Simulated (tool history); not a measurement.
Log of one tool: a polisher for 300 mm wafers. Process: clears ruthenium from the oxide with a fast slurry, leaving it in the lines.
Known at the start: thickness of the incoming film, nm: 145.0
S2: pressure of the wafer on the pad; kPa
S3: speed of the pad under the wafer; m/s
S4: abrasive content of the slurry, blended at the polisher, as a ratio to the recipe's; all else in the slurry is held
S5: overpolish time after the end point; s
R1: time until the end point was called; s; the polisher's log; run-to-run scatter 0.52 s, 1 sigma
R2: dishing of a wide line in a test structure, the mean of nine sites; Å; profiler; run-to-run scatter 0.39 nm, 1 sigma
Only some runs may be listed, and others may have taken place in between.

run 1 hour=0 | flow_of_slurry_(ml/min)=320 S2=11.7 S3=0.76 S4=1 S5=25 | R1=87.109 R2=281.66
run 2 hour=7 | flow_of_slurry_(ml/min)=320 S2=9.7 S3=0.76 S4=1 S5=25 | R1=105.07 R2=245
run 3 hour=15.8 | flow_of_slurry_(ml/min)=320 S2=11 S3=0.76 S4=1 S5=22 | R1=94.137 R2=248.76
run 4 hour=24.4 | flow_of_slurry_(ml/min)=320 S2=11 S3=0.76 S4=1 S5=29 | R1=93.892 R2=297.98
run 5 hour=33.4 | flow_of_slurry_(ml/min)=320 S2=11 S3=0.84 S4=1 S5=29 | R1=85.132 R2=310.93
run 6 hour=34.7 | flow_of_slurry_(ml/min)=320 S2=11 S3=0.7 S4=1 S5=29 | R1=99.011 R2=285.97
run 7 hour=40.7 | flow_of_slurry_(ml/min)=320 S2=12.4 S3=0.7 S4=1 S5=25 | R1=89.696 R2=274.24
run 8 hour=48 | flow_of_slurry_(ml/min)=320 S2=13.8 S3=0.7 S4=1 S5=23 | R1=80.656 R2=282.73
run 9 hour=50.4 | flow_of_slurry_(ml/min)=320 S2=14.5 S3=0.7 S4=1 S5=21 | R1=76.229 R2=274.9
run 10 hour=58.7 | flow_of_slurry_(ml/min)=320 S2=15.2 S3=0.7 S4=1 S5=19 | R1=71.653 R2=259.28

Estimate the outcome of run 11 from the log above:
run 11 hour=67.7 | flow_of_slurry_(ml/min)=325 S2=17.2 S3=0.7 S4=1 S5=17 | R1=? R2=?

R1: 64.009 s
R2: 261.11 Å
